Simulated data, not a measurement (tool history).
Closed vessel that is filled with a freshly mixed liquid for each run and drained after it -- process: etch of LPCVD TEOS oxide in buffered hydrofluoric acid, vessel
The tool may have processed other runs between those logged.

run,day,temperature setpoint of the liquid (C),parts of 40 % ammonium fluoride to one part of 49 % hydrofluoric acid (parts by volume),time in the liquid (s),thickness taken off the LPCVD TEOS oxide on a monitor wafer (angstrom)
1,0.000,20.0,13.0,90,1816.3
2,0.192,22.0,13.0,90,2051.1
3,0.308,23.0,12.0,90,2322.4
4,0.383,23.0,13.5,90,2060.3
5,0.646,25.5,13.5,90,2384.4
6,0.754,26.0,12.5,90,2641.5

Run 7, settings as shown, results not yet in. Your forecast:
7,1.075,26.5,11.5,90,?

Logged for run 7: thickness taken off the LPCVD TEOS oxide on a monitor wafer (angstrom) 2934.8.
